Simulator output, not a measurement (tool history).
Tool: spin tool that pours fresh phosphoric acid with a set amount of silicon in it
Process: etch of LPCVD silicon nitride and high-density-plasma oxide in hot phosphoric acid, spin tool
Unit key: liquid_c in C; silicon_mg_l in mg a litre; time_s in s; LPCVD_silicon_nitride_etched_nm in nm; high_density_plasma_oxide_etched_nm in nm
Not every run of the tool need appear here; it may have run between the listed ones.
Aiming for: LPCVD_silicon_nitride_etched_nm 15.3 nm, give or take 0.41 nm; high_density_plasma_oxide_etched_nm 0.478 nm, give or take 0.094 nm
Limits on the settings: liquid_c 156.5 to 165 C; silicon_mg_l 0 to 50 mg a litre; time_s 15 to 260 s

run,hour,liquid_c,silicon_mg_l,time_s,LPCVD_silicon_nitride_etched_nm,high_density_plasma_oxide_etched_nm
1,0,160,27.5,130,10.531,0.37405
2,8.4,160,42,130,10.598,0.14959
3,10.2,161,38.5,140,11.661,0.22898
4,17.2,162,37,150,12.943,0.32815
5,25.2,160,37,150,12.22,0.24693
6,32.9,160,28.5,150,12.198,0.39216
7,41.5,161,31,155,12.889,0.41393
8,46.7,162,33,160,13.876,0.41292
# hour 53.5: dissolved silicon flow meter replaced
9,53.5,162.5,33.5,160,14.096,0.41676
10,61.7,163,34,160,14.389,0.42752
11,69.4,163.5,34,160,14.447,0.47524
12,76.9,164,35,160,14.874,0.47809
13,80.6,164,35.5,160,14.858,0.37983
14,83.4,164,34.5,160,14.965,0.4862
15,85.5,164,35,160,14.971,0.46816

Below are 4 possible settings for the next run. Only one of them brings all results inside the allowed miss of their targets. Which is it?
A,87.6,164,29,155,?,?
B,87.6,164,36.5,155,?,?
C,87.6,164,34.5,165,?,?
D,87.6,164,36,155,?,?

move,LPCVD_silicon_nitride_etched_nm,high_density_plasma_oxide_etched_nm
A,14.489,0.56478
B,14.489,0.40186
C,15.424,0.47403
D,14.489,0.41272
A: its largest miss is bigger than the last run's
B: its largest miss is bigger than the last run's
C: all results in spec
D: its largest miss is bigger than the last run's
So the answer is move C, the one that meets all the targets.
